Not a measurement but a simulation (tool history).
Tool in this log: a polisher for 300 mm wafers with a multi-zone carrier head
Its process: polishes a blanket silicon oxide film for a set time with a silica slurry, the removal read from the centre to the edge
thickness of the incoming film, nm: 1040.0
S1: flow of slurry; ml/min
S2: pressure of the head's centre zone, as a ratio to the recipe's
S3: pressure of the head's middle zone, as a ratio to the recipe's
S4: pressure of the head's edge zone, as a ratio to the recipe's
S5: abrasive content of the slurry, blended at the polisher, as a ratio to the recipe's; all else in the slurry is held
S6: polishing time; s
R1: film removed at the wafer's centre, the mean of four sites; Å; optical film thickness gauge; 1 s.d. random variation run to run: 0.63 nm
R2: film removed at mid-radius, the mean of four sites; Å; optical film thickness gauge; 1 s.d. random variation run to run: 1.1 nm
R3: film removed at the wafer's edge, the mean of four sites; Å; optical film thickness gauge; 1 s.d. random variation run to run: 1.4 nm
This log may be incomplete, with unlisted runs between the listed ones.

{"run": 1, "hour": 0.0, "S1": 155, "S2": 1.0, "S3": 1.0, "S4": 1.0, "S5": 1.0, "S6": 35, "R1": 1512.7, "R2": 1511.4, "R3": 1551.8}
{"run": 2, "hour": 3.1, "S1": 145, "S2": 0.96, "S3": 0.99, "S4": 0.96, "S5": 0.85, "S6": 35, "R1": 1334.9, "R2": 1349.1, "R3": 1407.7}
{"run": 3, "hour": 3.6, "S1": 140, "S2": 0.93, "S3": 1.0, "S4": 0.92, "S5": 0.75, "S6": 35, "R1": 1160.2, "R2": 1261.4, "R3": 1268.4}
{"run": 4, "hour": 11.1, "S1": 135, "S2": 0.92, "S3": 0.99, "S4": 0.89, "S5": 0.7, "S6": 35, "R1": 1114.2, "R2": 1180.9, "R3": 1176.4}
{"run": 5, "hour": 19.6, "S1": 135, "S2": 0.92, "S3": 0.99, "S4": 0.89, "S5": 0.8, "S6": 35, "R1": 1212.4, "R2": 1301.7, "R3": 1277.2}
{"run": 6, "hour": 26.1, "S1": 130, "S2": 0.9, "S3": 0.97, "S4": 0.87, "S5": 0.75, "S6": 35, "R1": 1127.3, "R2": 1211.2, "R3": 1217.3}
{"run": 7, "hour": 31.1, "S1": 120, "S2": 0.86, "S3": 0.96, "S4": 0.81, "S5": 0.55, "S6": 35, "R1": 832.82, "R2": 972.43, "R3": 943.19}
{"run": 8, "hour": 37.5, "S1": 140, "S2": 0.86, "S3": 0.96, "S4": 0.82, "S5": 0.55, "S6": 35, "R1": 873.83, "R2": 949.0, "R3": 967.96}
{"run": 9, "hour": 43.0, "S1": 145, "S2": 0.87, "S3": 0.98, "S4": 0.84, "S5": 0.55, "S6": 35, "R1": 883.93, "R2": 999.61, "R3": 944.62}
{"run": 10, "hour": 51.7, "S1": 140, "S2": 0.88, "S3": 0.98, "S4": 0.87, "S5": 0.55, "S6": 35, "R1": 881.81, "R2": 988.64, "R3": 977.26}
{"run": 11, "hour": 53.9, "S1": 145, "S2": 0.89, "S3": 0.99, "S4": 0.89, "S5": 0.55, "S6": 35, "R1": 907.88, "R2": 1008.2, "R3": 1012.2}
{"run": 12, "hour": 61.9, "S1": 145, "S2": 0.9, "S3": 1.0, "S4": 0.9, "S5": 0.55, "S6": 35, "R1": 914.09, "R2": 1002.0, "R3": 1002.2}
{"run": 13, "hour": 64.1, "S1": 145, "S2": 0.91, "S3": 1.01, "S4": 0.91, "S5": 0.55, "S6": 35, "R1": 925.72, "R2": 1016.2, "R3": 1002.2}
{"run": 14, "hour": 71.4, "S1": 145, "S2": 0.91, "S3": 1.02, "S4": 0.92, "S5": 0.55, "S6": 35, "R1": 920.56, "R2": 1024.9, "R3": 1015.4}

Run 15 is up next; what results do you expect?
{"run": 15, "hour": 72.7, "S1": 145, "S2": 0.92, "S3": 1.02, "S4": 0.93, "S5": 0.55, "S6": 35, "R1": "?", "R2": "?", "R3": "?"}

{"run 15": {"R1": 932.13, "R2": 1019.9, "R3": 998.52}}

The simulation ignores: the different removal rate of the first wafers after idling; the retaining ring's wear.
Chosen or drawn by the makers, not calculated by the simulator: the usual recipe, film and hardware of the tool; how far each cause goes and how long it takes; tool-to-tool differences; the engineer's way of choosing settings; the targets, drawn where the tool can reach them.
